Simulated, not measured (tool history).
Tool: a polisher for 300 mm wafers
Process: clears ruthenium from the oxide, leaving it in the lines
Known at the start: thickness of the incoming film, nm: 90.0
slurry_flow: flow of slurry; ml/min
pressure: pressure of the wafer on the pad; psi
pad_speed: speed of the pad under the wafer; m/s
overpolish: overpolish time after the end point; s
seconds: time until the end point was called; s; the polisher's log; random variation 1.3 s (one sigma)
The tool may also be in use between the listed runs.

run,day,slurry_flow,pressure,pad_speed,overpolish,seconds
1,0.000,240,2.2,0.96,30,72.845
2,0.333,240,1.9,0.96,30,80.987
3,0.496,240,1.3,0.96,30,111.070
4,0.696,240,1.3,0.84,30,118.940
5,1.029,240,1.3,0.84,32,118.150
6,1.371,240,1.3,1.04,32,106.250

The next listed run, before its measurement:
7,1.679,240,1.2,1.04,32,?

{"run 7": {"seconds": 110.14}}
